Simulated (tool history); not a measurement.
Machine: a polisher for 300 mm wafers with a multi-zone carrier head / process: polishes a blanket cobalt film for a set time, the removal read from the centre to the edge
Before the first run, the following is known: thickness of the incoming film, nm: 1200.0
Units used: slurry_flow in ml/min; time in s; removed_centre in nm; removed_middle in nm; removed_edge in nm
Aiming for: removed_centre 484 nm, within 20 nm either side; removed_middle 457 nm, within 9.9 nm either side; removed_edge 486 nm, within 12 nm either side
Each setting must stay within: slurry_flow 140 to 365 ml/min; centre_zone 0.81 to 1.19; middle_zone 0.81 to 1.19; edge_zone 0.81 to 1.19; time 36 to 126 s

{"run": 1, "hour": 0.0, "slurry_flow": 235, "centre_zone": 1, "middle_zone": 1, "edge_zone": 1, "time": 81, "removed_centre": 331.35, "removed_middle": 351.43, "removed_edge": 339.31}
{"run": 2, "hour": 3.5, "slurry_flow": 235, "centre_zone": 1, "middle_zone": 1, "edge_zone": 1, "time": 97, "removed_centre": 403.94, "removed_middle": 424.17, "removed_edge": 407.59}
{"run": 3, "hour": 5.7, "slurry_flow": 235, "centre_zone": 1, "middle_zone": 1, "edge_zone": 1.04, "time": 97, "removed_centre": 411.07, "removed_middle": 423.71, "removed_edge": 415.99}
{"run": 4, "hour": 8.8, "slurry_flow": 215, "centre_zone": 1, "middle_zone": 1, "edge_zone": 1.04, "time": 97, "removed_centre": 383.3, "removed_middle": 413.72, "removed_edge": 407.42}
{"run": 5, "hour": 15.3, "slurry_flow": 240, "centre_zone": 1, "middle_zone": 0.99, "edge_zone": 1.07, "time": 98, "removed_centre": 401.41, "removed_middle": 428.65, "removed_edge": 429.08}
{"run": 6, "hour": 23.6, "slurry_flow": 265, "centre_zone": 1.02, "middle_zone": 0.98, "edge_zone": 1.09, "time": 98, "removed_centre": 424.34, "removed_middle": 425.94, "removed_edge": 433.45}
{"run": 7, "hour": 30.4, "slurry_flow": 280, "centre_zone": 1.03, "middle_zone": 0.98, "edge_zone": 1.11, "time": 99, "removed_centre": 440.25, "removed_middle": 437.72, "removed_edge": 449.11}
{"run": 8, "hour": 39.1, "slurry_flow": 295, "centre_zone": 1.04, "middle_zone": 0.98, "edge_zone": 1.13, "time": 99, "removed_centre": 443.78, "removed_middle": 436.71, "removed_edge": 462.47}
{"run": 9, "hour": 44.8, "slurry_flow": 335, "centre_zone": 1.11, "middle_zone": 1.02, "edge_zone": 1.15, "time": 100, "removed_centre": 471.64, "removed_middle": 463.47, "removed_edge": 467.59}
{"run": 10, "hour": 52.1, "slurry_flow": 335, "centre_zone": 1.11, "middle_zone": 1.01, "edge_zone": 1.16, "time": 100, "removed_centre": 474.33, "removed_middle": 459.7, "removed_edge": 464.96}
{"run": 11, "hour": 60.2, "slurry_flow": 340, "centre_zone": 1.11, "middle_zone": 1, "edge_zone": 1.17, "time": 100, "removed_centre": 485.71, "removed_middle": 458.93, "removed_edge": 476.03}

Below are 5 possible settings for the next run. Only one of them brings all results inside the allowed miss of their targets. Which is it?
{"run": "A", "hour": 68.3, "slurry_flow": 340, "centre_zone": 1.12, "middle_zone": 1.06, "edge_zone": 1.13, "time": 96, "removed_centre": "?", "removed_middle": "?", "removed_edge": "?"}
{"run": "B", "hour": 68.3, "slurry_flow": 365, "centre_zone": 1.13, "middle_zone": 0.97, "edge_zone": 1.04, "time": 103, "removed_centre": "?", "removed_middle": "?", "removed_edge": "?"}
{"run": "C", "hour": 68.3, "slurry_flow": 355, "centre_zone": 1.19, "middle_zone": 1, "edge_zone": 1.09, "time": 98, "removed_centre": "?", "removed_middle": "?", "removed_edge": "?"}
{"run": "D", "hour": 68.3, "slurry_flow": 365, "centre_zone": 1.1, "middle_zone": 1.05, "edge_zone": 1.17, "time": 97, "removed_centre": "?", "removed_middle": "?", "removed_edge": "?"}
{"run": "E", "hour": 68.3, "slurry_flow": 330, "centre_zone": 1.1, "middle_zone": 0.99, "edge_zone": 1.19, "time": 101, "removed_centre": "?", "removed_middle": "?", "removed_edge": "?"}

move=A removed_centre=475.42 removed_middle=460.4 removed_edge=450.63
move=B removed_centre=518.85 removed_middle=461.9 removed_edge=467.09
move=C removed_centre=518.43 removed_middle=449.37 removed_edge=453.71
move=D removed_centre=475.83 removed_middle=465.12 removed_edge=466.43
move=E removed_centre=489.04 removed_middle=455.54 removed_edge=486.15
A: its largest miss is bigger than the last run's
B: its largest miss is bigger than the last run's
C: its largest miss is bigger than the last run's
D: its largest miss is bigger than the last run's
E: all results land within tolerance of their targets
Move E is the one to make.
